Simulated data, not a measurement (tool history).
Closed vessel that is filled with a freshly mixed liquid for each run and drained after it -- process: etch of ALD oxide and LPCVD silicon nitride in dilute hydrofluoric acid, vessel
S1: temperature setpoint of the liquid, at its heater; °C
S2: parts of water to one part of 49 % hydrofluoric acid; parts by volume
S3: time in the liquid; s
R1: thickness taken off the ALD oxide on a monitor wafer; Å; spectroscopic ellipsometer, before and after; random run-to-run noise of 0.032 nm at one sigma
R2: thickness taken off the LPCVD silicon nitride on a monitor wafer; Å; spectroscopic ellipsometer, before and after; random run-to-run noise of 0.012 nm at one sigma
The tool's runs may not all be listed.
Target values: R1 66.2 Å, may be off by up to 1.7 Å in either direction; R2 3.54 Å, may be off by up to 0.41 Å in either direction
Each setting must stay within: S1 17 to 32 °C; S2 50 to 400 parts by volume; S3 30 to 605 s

run,hour,S1,S2,S3,R1,R2
1,0,24,225,310,144.98,7.7438
2,6.9,21.5,225,310,132.31,6.7924
3,12,21.5,270,310,106.93,5.8614
4,20.6,21.5,305,310,91.505,4.637
5,23.8,21,315,310,86.031,4.4856
6,31.8,21,315,220,60.462,3.1375
7,35,21.5,315,220,61.906,3.3108
8,43.2,22,310,220,64.338,3.6145

Which single option among these 5 for the next run brings every result within its allowed miss of target? Just one does.
A,51.4,24,230,145,?,?
B,51.4,26,280,160,?,?
C,51.4,22.5,380,270,?,?
D,51.4,21,250,170,?,?
E,51.4,23,320,210,?,?

move,R1,R2
A,66.467,3.551
B,61.585,3.6448
C,61.977,3.673
D,62.952,3.1697
E,61.349,3.4875
A: meets every target
B: moves away from the targets compared with the last run
C: moves away from the targets compared with the last run
D: moves away from the targets compared with the last run
E: moves away from the targets compared with the last run
A meets every target.

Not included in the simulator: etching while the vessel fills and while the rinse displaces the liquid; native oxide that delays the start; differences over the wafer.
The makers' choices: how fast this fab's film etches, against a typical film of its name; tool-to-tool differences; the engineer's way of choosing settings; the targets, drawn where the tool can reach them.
